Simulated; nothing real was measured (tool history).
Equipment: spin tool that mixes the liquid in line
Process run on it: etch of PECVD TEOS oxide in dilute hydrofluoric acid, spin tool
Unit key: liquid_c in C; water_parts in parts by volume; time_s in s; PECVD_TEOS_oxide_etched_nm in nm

run,hour,liquid_c,water_parts,time_s,PECVD_TEOS_oxide_etched_nm
1,0.0,22.0,250,30,1.6408
2,8.0,24.5,245,30,1.8380
3,15.7,24.5,245,30,1.8266
4,16.6,24.5,165,30,2.9207
5,21.4,23.0,165,30,2.8004
6,23.9,21.0,165,30,2.5855
7,30.8,20.0,165,30,2.4513
# hour 39.6: thermometer replaced
8,39.6,18.5,165,30,2.5067
9,47.9,18.0,170,30,2.3696

Predict the results of run 10:
10,55.8,18.0,170,30,?

Run 10 produced PECVD_TEOS_oxide_etched_nm 2.4352 nm.
